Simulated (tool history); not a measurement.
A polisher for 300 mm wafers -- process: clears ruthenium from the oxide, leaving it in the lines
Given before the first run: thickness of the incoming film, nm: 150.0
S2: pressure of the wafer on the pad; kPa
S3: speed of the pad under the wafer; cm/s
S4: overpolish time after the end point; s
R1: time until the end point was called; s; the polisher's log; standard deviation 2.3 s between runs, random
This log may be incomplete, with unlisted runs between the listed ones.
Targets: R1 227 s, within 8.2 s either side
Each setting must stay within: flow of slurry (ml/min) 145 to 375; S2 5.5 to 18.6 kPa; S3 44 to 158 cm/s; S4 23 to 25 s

run 1 hour=0 | flow_of_slurry_(ml/min)=240 S2=11.7 S3=100 S4=23 | R1=163.07
run 2 hour=5.2 | flow_of_slurry_(ml/min)=240 S2=10.3 S3=100 S4=23 | R1=176.88
run 3 hour=10.8 | flow_of_slurry_(ml/min)=240 S2=9.7 S3=100 S4=23 | R1=188.63
run 4 hour=14.9 | flow_of_slurry_(ml/min)=240 S2=9.7 S3=90 S4=23 | R1=206.03
run 5 hour=22 | flow_of_slurry_(ml/min)=240 S2=9.7 S3=110 S4=23 | R1=169.12
run 6 hour=25.4 | flow_of_slurry_(ml/min)=240 S2=8.3 S3=110 S4=23 | R1=189.95
run 7 hour=33.5 | flow_of_slurry_(ml/min)=240 S2=7.6 S3=110 S4=23 | R1=198.12
run 8 hour=40.5 | flow_of_slurry_(ml/min)=240 S2=6.9 S3=110 S4=23 | R1=210.89

Exactly one of the 5 candidate moves below puts every result within its allowed miss. Which one?
run A hour=47.5 | flow_of_slurry_(ml/min)=265 S2=7.6 S3=118 S4=25 | R1=?
run B hour=47.5 | flow_of_slurry_(ml/min)=250 S2=6.9 S3=114 S4=23 | R1=?
run C hour=47.5 | flow_of_slurry_(ml/min)=240 S2=6.2 S3=120 S4=23 | R1=?
run D hour=47.5 | flow_of_slurry_(ml/min)=235 S2=5.5 S3=116 S4=23 | R1=?
run E hour=47.5 | flow_of_slurry_(ml/min)=285 S2=7.6 S3=114 S4=23 | R1=?

move=A R1=184.94
move=B R1=204.49
move=C R1=208.43
move=D R1=231.33
move=E R1=189.81
A: misses by more than the last run did
B: misses by more than the last run did
C: misses by more than the last run did
D: in spec on every target
E: misses by more than the last run did
Answer: D
